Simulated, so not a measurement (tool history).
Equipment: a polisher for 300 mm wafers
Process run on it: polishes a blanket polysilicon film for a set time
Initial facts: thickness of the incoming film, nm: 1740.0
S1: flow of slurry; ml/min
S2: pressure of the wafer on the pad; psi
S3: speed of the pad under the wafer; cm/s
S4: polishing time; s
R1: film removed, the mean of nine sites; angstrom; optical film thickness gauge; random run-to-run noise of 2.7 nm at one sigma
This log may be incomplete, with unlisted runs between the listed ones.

run,day,S1,S2,S3,S4,R1
1,0.000,170,3.2,84,30,2235.7
2,0.129,170,3.3,84,30,2298.6
3,0.275,170,3.4,84,30,2354.3
4,0.579,130,3.4,84,30,2237.6
5,0.729,130,3.1,84,30,2119.2
6,1.079,130,3.2,84,30,2160.0
7,1.317,135,3.3,84,30,2223.8
8,1.383,135,3.3,84,30,2234.5
9,1.621,135,3.4,84,30,2245.3
10,1.692,140,3.5,84,30,2288.2
11,1.996,145,3.6,84,30,2433.4
12,2.262,150,3.7,84,30,2413.6

Run 13 has not been measured yet. What should we expect?
13,2.379,155,3.8,84,30,?

Run 13 measured R1 2513.1 angstrom.
